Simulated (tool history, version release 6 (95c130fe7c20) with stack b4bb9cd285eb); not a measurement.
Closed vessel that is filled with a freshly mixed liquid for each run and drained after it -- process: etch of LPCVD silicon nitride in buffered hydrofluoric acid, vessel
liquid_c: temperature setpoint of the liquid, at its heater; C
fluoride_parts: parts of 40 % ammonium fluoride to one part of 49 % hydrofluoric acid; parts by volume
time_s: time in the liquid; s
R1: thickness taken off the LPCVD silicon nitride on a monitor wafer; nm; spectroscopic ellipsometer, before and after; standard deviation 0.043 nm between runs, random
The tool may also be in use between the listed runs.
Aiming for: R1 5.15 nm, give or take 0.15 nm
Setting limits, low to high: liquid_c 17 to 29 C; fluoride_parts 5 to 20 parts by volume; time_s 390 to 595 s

Run 1, day 0: liquid_c 21 C, fluoride_parts 12 parts by volume, time_s 595 s. Result: R1 6.7332 nm.
Run 2, day 0.062: liquid_c 21 C, fluoride_parts 10 parts by volume, time_s 595 s. Result: R1 8.0397 nm.
Run 3, day 0.271: liquid_c 24 C, fluoride_parts 10 parts by volume, time_s 595 s. Result: R1 9.5576 nm.
Run 4, day 0.433: liquid_c 24 C, fluoride_parts 10 parts by volume, time_s 595 s. Result: R1 9.5279 nm.
Run 5, day 0.65: liquid_c 22 C, fluoride_parts 11 parts by volume, time_s 595 s. Result: R1 7.7719 nm.
Run 6, day 0.983: liquid_c 20.5 C, fluoride_parts 11.5 parts by volume, time_s 595 s. Result: R1 6.7805 nm.
Run 7, day 1.2: liquid_c 19.5 C, fluoride_parts 11.5 parts by volume, time_s 595 s. Result: R1 6.425 nm.
Run 8, day 1.55: liquid_c 19.5 C, fluoride_parts 11.5 parts by volume, time_s 595 s. Result: R1 6.4843 nm.
Run 9, day 1.804: liquid_c 19 C, fluoride_parts 12 parts by volume, time_s 595 s. Result: R1 6.0187 nm.
Run 10, day 2.179: liquid_c 18.5 C, fluoride_parts 12 parts by volume, time_s 595 s. Result: R1 5.81 nm.

Exercise: of the 5 proposed moves below, exactly one satisfies all targets within the stated allowed misses. Which move is it?
Run A, day 2.554: liquid_c 17.5 C, fluoride_parts 12.5 parts by volume, time_s 585 s. Result: R1 ?.
Run B, day 2.554: liquid_c 22.5 C, fluoride_parts 13 parts by volume, time_s 580 s. Result: R1 ?.
Run C, day 2.554: liquid_c 19.5 C, fluoride_parts 10.5 parts by volume, time_s 595 s. Result: R1 ?.
Run D, day 2.554: liquid_c 18 C, fluoride_parts 12 parts by volume, time_s 585 s. Result: R1 ?.
Run E, day 2.554: liquid_c 19.5 C, fluoride_parts 11 parts by volume, time_s 575 s. Result: R1 ?.

move      R1
   A  5.1314
   B  6.4789
   C    6.93
   D  5.4947
   E     6.4
A: each result inside its tolerance
B: the biggest miss grows against the last run
C: the biggest miss grows against the last run
D: closes in on the targets versus the last run, not all within tolerance yet
E: the biggest miss grows against the last run
Move A is the one to make.
